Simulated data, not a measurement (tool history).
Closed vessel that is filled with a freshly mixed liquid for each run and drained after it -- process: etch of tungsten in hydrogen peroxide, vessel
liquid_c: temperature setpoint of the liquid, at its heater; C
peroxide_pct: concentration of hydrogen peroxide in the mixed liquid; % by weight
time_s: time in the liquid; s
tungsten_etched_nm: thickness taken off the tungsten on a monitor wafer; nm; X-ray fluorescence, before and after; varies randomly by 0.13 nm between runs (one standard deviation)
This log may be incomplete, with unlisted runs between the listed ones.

run 1 hour=0 | liquid_c=50 peroxide_pct=22.5 time_s=30 | tungsten_etched_nm=28.707
run 2 hour=3.5 | liquid_c=55.5 peroxide_pct=22.5 time_s=30 | tungsten_etched_nm=40.185
run 3 hour=7.4 | liquid_c=55.5 peroxide_pct=27.5 time_s=30 | tungsten_etched_nm=44.528
run 4 hour=15.1 | liquid_c=52 peroxide_pct=27.5 time_s=30 | tungsten_etched_nm=36.034
run 5 hour=17.3 | liquid_c=52 peroxide_pct=30 time_s=30 | tungsten_etched_nm=37.613
run 6 hour=20.9 | liquid_c=52 peroxide_pct=30 time_s=30 | tungsten_etched_nm=37.542
run 7 hour=23 | liquid_c=49.5 peroxide_pct=30 time_s=30 | tungsten_etched_nm=32.627
run 8 hour=29.7 | liquid_c=47.5 peroxide_pct=30 time_s=30 | tungsten_etched_nm=28.358
run 9 hour=35.1 | liquid_c=46.5 peroxide_pct=30 time_s=30 | tungsten_etched_nm=26.587

Forecast run 10:
run 10 hour=37.9 | liquid_c=45.5 peroxide_pct=30 time_s=30 | tungsten_etched_nm=?

Run 10 came out at tungsten_etched_nm 25.2 nm.
